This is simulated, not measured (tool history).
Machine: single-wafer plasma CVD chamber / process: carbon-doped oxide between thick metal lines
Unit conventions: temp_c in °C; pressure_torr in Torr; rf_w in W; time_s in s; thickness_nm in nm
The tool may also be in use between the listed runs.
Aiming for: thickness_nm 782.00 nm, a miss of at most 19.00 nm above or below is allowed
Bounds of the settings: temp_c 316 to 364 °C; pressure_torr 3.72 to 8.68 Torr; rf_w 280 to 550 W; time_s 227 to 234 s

run,day,temp_c,pressure_torr,rf_w,time_s,thickness_nm
1,0.000,340,6.20,415,227,989.47
2,0.096,340,6.20,415,227,991.11
3,0.233,340,6.20,415,227,987.87
4,0.383,341,6.09,400,227,950.52
# day 0.696: capacitance manometer re-zeroed and calibrated
5,0.696,334,6.09,400,227,965.87
6,0.725,339,6.09,400,227,950.10
7,0.875,340,5.88,390,227,916.78
8,1.175,352,4.64,340,227,743.45
9,1.496,351,4.70,340,227,748.08

Which one of the following 4 next-run settings gets every result inside its allowed miss? There is exactly one.
A,1.817,354,4.71,320,234,?
B,1.817,347,5.20,355,234,?
C,1.817,348,4.38,320,229,?
D,1.817,358,4.85,360,227,?

move,thickness_nm
A,712.96
B,828.97
C,702.31
D,783.51
A: the biggest miss grows against the last run
B: the result that was furthest off in the last run now lies on the other side of its target
C: the biggest miss grows against the last run
D: all results in spec
Move D is the one to make.
